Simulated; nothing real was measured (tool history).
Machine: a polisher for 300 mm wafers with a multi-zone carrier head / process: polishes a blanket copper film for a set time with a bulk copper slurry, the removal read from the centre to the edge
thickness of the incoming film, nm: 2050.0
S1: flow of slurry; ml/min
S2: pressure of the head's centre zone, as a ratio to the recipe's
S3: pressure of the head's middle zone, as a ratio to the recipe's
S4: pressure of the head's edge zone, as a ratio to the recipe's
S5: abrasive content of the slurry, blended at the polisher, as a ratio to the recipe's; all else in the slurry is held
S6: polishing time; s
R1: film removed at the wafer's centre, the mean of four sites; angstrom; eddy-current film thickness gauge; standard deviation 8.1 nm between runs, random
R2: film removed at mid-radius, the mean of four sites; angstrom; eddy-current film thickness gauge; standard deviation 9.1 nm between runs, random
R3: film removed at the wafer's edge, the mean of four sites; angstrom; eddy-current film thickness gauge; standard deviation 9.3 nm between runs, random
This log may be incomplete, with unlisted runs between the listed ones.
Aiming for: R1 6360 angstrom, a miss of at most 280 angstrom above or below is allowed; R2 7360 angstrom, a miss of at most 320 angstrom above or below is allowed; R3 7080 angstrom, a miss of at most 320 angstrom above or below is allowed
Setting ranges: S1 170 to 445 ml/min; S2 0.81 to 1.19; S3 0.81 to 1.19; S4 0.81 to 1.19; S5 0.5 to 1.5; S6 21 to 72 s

Run 1, hour 0: S1 285 ml/min, S2 1, S3 1, S4 1, S5 1, S6 46 s. Result: R1 5589.9 angstrom, R2 5552.4 angstrom, R3 5227.9 angstrom.
Run 2, hour 8.2: S1 285 ml/min, S2 1, S3 1, S4 1, S5 1.15, S6 46 s. Result: R1 5715.1 angstrom, R2 5608.5 angstrom, R3 5372.7 angstrom.
Run 3, hour 14.6: S1 285 ml/min, S2 1, S3 1, S4 1, S5 1.15, S6 42 s. Result: R1 5272.6 angstrom, R2 5197.3 angstrom, R3 4957.7 angstrom.
Run 4, hour 17.1: S1 285 ml/min, S2 0.99, S3 1.01, S4 1.01, S5 1.2, S6 43 s. Result: R1 5418 angstrom, R2 5431.4 angstrom, R3 4995.6 angstrom.
Run 5, hour 22.6: S1 285 ml/min, S2 0.99, S3 0.96, S4 1.01, S5 1.2, S6 43 s. Result: R1 5460.8 angstrom, R2 5207.5 angstrom, R3 5101.3 angstrom.
Run 6, hour 26.4: S1 230 ml/min, S2 0.99, S3 0.96, S4 1.01, S5 1.2, S6 43 s. Result: R1 5268.2 angstrom, R2 5138.7 angstrom, R3 4950 angstrom.
Run 7, hour 33.3: S1 235 ml/min, S2 0.97, S3 0.97, S4 1.03, S5 1.25, S6 44 s. Result: R1 5531.8 angstrom, R2 5347.3 angstrom, R3 5195.9 angstrom.
Run 8, hour 38.6: S1 245 ml/min, S2 0.95, S3 0.98, S4 1.05, S5 1.25, S6 45 s. Result: R1 5599 angstrom, R2 5681.1 angstrom, R3 5307.9 angstrom.
Run 9, hour 42.8: S1 250 ml/min, S2 0.93, S3 0.97, S4 1.06, S5 1.2, S6 46 s. Result: R1 5602.5 angstrom, R2 5536.3 angstrom, R3 5435.5 angstrom.
Run 10, hour 48: S1 255 ml/min, S2 0.92, S3 0.98, S4 1.07, S5 1.2, S6 47 s. Result: R1 5711.1 angstrom, R2 5713.5 angstrom, R3 5605.2 angstrom.

Consider the 4 candidate settings below. Which is the only one whose results all fall within their allowed miss of target?
Run A, hour 53.2: S1 250 ml/min, S2 0.9, S3 1.04, S4 1.04, S5 1.35, S6 57 s. Result: R1 ?, R2 ?, R3 ?.
Run B, hour 53.2: S1 295 ml/min, S2 0.81, S3 1.04, S4 1.12, S5 1.1, S6 58 s. Result: R1 ?, R2 ?, R3 ?.
Run C, hour 53.2: S1 240 ml/min, S2 0.87, S3 0.92, S4 1.1, S5 1.1, S6 43 s. Result: R1 ?, R2 ?, R3 ?.
Run D, hour 53.2: S1 290 ml/min, S2 0.94, S3 0.87, S4 1.13, S5 1.2, S6 41 s. Result: R1 ?, R2 ?, R3 ?.

move      R1      R2      R3
   A  6909.2  7460.7  6953.5
   B  6416.5  7312.9  7001.5
   C  4840.9  4807.2  5094.3
   D  5002.6  4541.6  5083.1
A: the worst result of the last run now meets its target, but another is out of spec
B: all results in spec
C: the biggest miss grows against the last run
D: the biggest miss grows against the last run
Go with B: it meets all targets.
